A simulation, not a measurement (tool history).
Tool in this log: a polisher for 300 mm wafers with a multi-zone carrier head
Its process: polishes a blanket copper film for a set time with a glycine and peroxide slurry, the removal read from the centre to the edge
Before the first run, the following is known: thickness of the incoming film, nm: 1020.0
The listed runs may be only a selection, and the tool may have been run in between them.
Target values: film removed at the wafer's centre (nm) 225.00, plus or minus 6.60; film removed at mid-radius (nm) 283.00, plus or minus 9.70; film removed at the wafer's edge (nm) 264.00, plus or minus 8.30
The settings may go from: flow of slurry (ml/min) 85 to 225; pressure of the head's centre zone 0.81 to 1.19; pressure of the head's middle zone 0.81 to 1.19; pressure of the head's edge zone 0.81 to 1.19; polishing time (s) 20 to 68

run,hour,flow of slurry (ml/min),pressure of the head's centre zone,pressure of the head's middle zone,pressure of the head's edge zone,polishing time (s),film removed at the wafer's centre (nm),film removed at mid-radius (nm),film removed at the wafer's edge (nm)
1,0.0,145,1.00,1.00,1.00,44,203.05,199.84,205.11
2,6.2,145,1.00,1.00,0.91,44,201.18,204.82,199.34
3,8.0,145,0.95,1.00,0.91,44,192.63,196.98,201.09
4,11.7,145,0.99,1.00,0.91,44,198.68,203.85,199.41
5,14.4,145,0.99,1.00,0.96,44,200.95,202.39,201.01
6,16.1,150,0.96,1.03,0.97,46,201.47,217.06,213.30
7,21.4,155,0.95,1.04,0.99,47,205.42,228.33,217.96
8,25.5,160,0.94,1.05,1.01,48,210.87,231.69,228.61
9,33.2,165,0.93,1.07,1.03,49,213.18,239.61,236.18

Exercise: of the 4 proposed moves below, exactly one satisfies all targets within the stated allowed misses. Which move is it?
A,40.9,200,0.87,1.14,1.03,54,?,?,?
B,40.9,175,0.95,0.97,1.04,43,?,?,?
C,40.9,200,0.88,1.01,1.15,54,?,?,?
D,40.9,170,1.03,1.01,0.99,45,?,?,?

move,film removed at the wafer's centre (nm),film removed at mid-radius (nm),film removed at the wafer's edge (nm)
A,226.27,288.66,264.01
B,192.85,200.10,208.96
C,228.71,263.50,279.49
D,218.02,214.79,212.78
A: every result within its allowed miss
B: lands further from the targets than the last run did
C: nearer than the last run, and not there yet
D: lands further from the targets than the last run did
Move A is the one to make.
